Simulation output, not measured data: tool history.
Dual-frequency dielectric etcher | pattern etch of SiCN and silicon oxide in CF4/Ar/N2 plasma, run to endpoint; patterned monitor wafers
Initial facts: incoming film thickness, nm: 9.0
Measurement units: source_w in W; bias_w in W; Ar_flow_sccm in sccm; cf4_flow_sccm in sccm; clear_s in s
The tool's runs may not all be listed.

| run | hour | source_w | bias_w | Ar_flow_sccm | cf4_flow_sccm | clear_s |
|---|---|---|---|---|---|---|
| 1 | 0 | 570 | 95 | 82 | 47 | 7.8078 |
| 2 | 7 | 550 | 95 | 82 | 47 | 8.0169 |
| 3 | 10.6 | 630 | 95 | 82 | 47 | 7.1933 |
| 4 | 11.2 | 630 | 105 | 82 | 47 | 6.8879 |
| 5 | 18.3 | 600 | 105 | 82 | 47 | 7.194 |
| 6 | 26.5 | 570 | 105 | 82 | 47 | 7.4785 |
| 7 | 29.7 | 550 | 105 | 82 | 47 | 7.6797 |

What does the tool deliver on the next run?
| 8 | 31.2 | 530 | 105 | 82 | 47 | ? |

{"run 8": {"clear_s": 7.92}}

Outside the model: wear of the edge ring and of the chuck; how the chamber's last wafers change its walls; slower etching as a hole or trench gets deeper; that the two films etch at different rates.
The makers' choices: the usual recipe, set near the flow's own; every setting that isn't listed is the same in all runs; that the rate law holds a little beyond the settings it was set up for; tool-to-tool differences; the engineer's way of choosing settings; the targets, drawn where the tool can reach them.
